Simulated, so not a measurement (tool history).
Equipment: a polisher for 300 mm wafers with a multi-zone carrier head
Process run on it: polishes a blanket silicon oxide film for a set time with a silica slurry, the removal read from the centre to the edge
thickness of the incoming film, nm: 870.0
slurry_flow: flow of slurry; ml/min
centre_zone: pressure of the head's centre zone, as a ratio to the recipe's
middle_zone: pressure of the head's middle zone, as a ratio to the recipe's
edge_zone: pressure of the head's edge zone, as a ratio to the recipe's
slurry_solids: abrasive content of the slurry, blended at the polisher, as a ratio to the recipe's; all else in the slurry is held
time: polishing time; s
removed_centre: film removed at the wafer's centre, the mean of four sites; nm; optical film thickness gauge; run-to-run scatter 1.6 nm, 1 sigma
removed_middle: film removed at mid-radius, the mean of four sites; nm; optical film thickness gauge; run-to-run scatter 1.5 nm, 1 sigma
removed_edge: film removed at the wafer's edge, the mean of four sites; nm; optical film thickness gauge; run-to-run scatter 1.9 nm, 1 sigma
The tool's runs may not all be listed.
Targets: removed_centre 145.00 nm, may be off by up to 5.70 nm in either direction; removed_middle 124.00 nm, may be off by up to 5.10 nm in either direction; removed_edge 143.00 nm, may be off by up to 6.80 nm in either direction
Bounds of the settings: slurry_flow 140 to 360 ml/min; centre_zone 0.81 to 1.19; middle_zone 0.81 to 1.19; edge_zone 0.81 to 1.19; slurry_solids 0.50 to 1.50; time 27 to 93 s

Run 1, hour 0.0: slurry_flow 230 ml/min, centre_zone 1.00, middle_zone 1.00, edge_zone 1.00, slurry_solids 1.00, time 59 s. Result: removed_centre 170.81 nm, removed_middle 165.46 nm, removed_edge 172.49 nm.
Run 2, hour 6.8: slurry_flow 225 ml/min, centre_zone 1.00, middle_zone 0.95, edge_zone 0.98, slurry_solids 0.90, time 59 s. Result: removed_centre 160.20 nm, removed_middle 150.60 nm, removed_edge 165.77 nm.
Run 3, hour 12.8: slurry_flow 225 ml/min, centre_zone 1.00, middle_zone 0.95, edge_zone 0.98, slurry_solids 0.80, time 59 s. Result: removed_centre 154.79 nm, removed_middle 144.62 nm, removed_edge 155.58 nm.
Run 4, hour 15.1: slurry_flow 220 ml/min, centre_zone 1.01, middle_zone 0.92, edge_zone 0.97, slurry_solids 0.75, time 59 s. Result: removed_centre 146.48 nm, removed_middle 134.93 nm, removed_edge 146.53 nm.
Run 5, hour 18.1: slurry_flow 220 ml/min, centre_zone 1.01, middle_zone 0.92, edge_zone 0.92, slurry_solids 0.75, time 59 s. Result: removed_centre 146.65 nm, removed_middle 135.19 nm, removed_edge 143.56 nm.
Run 6, hour 25.4: slurry_flow 220 ml/min, centre_zone 1.05, middle_zone 0.92, edge_zone 0.92, slurry_solids 0.75, time 59 s. Result: removed_centre 152.72 nm, removed_middle 135.78 nm, removed_edge 145.75 nm.
Run 7, hour 27.0: slurry_flow 210 ml/min, centre_zone 1.05, middle_zone 0.90, edge_zone 0.92, slurry_solids 0.75, time 59 s. Result: removed_centre 150.24 nm, removed_middle 131.71 nm, removed_edge 144.49 nm.
Run 8, hour 35.5: slurry_flow 205 ml/min, centre_zone 1.05, middle_zone 0.89, edge_zone 0.92, slurry_solids 0.75, time 59 s. Result: removed_centre 151.46 nm, removed_middle 128.95 nm, removed_edge 145.62 nm.

5 candidate next runs follow, results not yet known. Just one meets every target within its allowed miss. Identify it.
Run A, hour 44.0: slurry_flow 230 ml/min, centre_zone 1.15, middle_zone 0.84, edge_zone 0.95, slurry_solids 0.70, time 60 s. Result: removed_centre ?, removed_middle ?, removed_edge ?.
Run B, hour 44.0: slurry_flow 240 ml/min, centre_zone 1.08, middle_zone 0.84, edge_zone 0.83, slurry_solids 0.60, time 67 s. Result: removed_centre ?, removed_middle ?, removed_edge ?.
Run C, hour 44.0: slurry_flow 195 ml/min, centre_zone 1.04, middle_zone 0.87, edge_zone 0.97, slurry_solids 0.75, time 58 s. Result: removed_centre ?, removed_middle ?, removed_edge ?.
Run D, hour 44.0: slurry_flow 205 ml/min, centre_zone 1.12, middle_zone 0.81, edge_zone 0.92, slurry_solids 0.80, time 58 s. Result: removed_centre ?, removed_middle ?, removed_edge ?.
Run E, hour 44.0: slurry_flow 260 ml/min, centre_zone 0.99, middle_zone 0.87, edge_zone 0.89, slurry_solids 0.70, time 64 s. Result: removed_centre ?, removed_middle ?, removed_edge ?.

move  removed_centre  removed_middle  removed_edge
   A          162.24          120.64        145.81
   B          158.17          124.04        142.88
   C          146.02          122.00        145.02
   D          161.97          119.82        148.09
   E          154.99          134.44        153.57
A: the biggest miss grows against the last run
B: the biggest miss grows against the last run
C: meets every target
D: the biggest miss grows against the last run
E: the biggest miss grows against the last run
So the answer is move C, the one that meets all the targets.
